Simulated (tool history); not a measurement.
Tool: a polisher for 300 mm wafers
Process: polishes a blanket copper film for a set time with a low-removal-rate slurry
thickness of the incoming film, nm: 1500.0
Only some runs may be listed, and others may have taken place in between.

| run | hour | flow of slurry (ml/min) | pressure of the wafer on the pad (kPa) | speed of the pad under the wafer (m/s) | abrasive content of the slurry | polishing time (s) | film removed (angstrom) |
|---|---|---|---|---|---|---|---|
| 1 | 0 | 255 | 15.2 | 0.96 | 1 | 46 | 722.81 |
| 2 | 7 | 255 | 15.2 | 0.96 | 1 | 46 | 729.23 |
| 3 | 9.9 | 255 | 11.7 | 0.96 | 1 | 46 | 567.89 |
| 4 | 17.7 | 260 | 12.4 | 0.96 | 1 | 46 | 603.49 |
| 5 | 19.3 | 265 | 13.1 | 0.96 | 1 | 46 | 627.63 |
| 6 | 22.7 | 265 | 13.8 | 0.96 | 1 | 46 | 662.97 |
| 7 | 29.5 | 270 | 14.5 | 0.96 | 1 | 46 | 700.7 |
| 8 | 35.4 | 280 | 15.2 | 0.96 | 1 | 46 | 738.19 |
| 9 | 43.2 | 285 | 15.9 | 0.96 | 1 | 46 | 766.25 |
| 10 | 46.1 | 285 | 16.5 | 0.96 | 1 | 46 | 799.22 |
| 11 | 47 | 285 | 17.2 | 0.96 | 1 | 46 | 827 |
| 12 | 52.2 | 285 | 17.9 | 0.96 | 1 | 46 | 866.36 |
| 13 | 55.4 | 290 | 19.3 | 0.96 | 1 | 46 | 933.26 |
| 14 | 60.5 | 295 | 19.3 | 0.96 | 1 | 46 | 929.03 |

The next listed run, before its measurement:
| 15 | 66.4 | 295 | 20 | 0.96 | 1 | 46 | ? |

Run 15 yielded film removed (angstrom) 965.21.
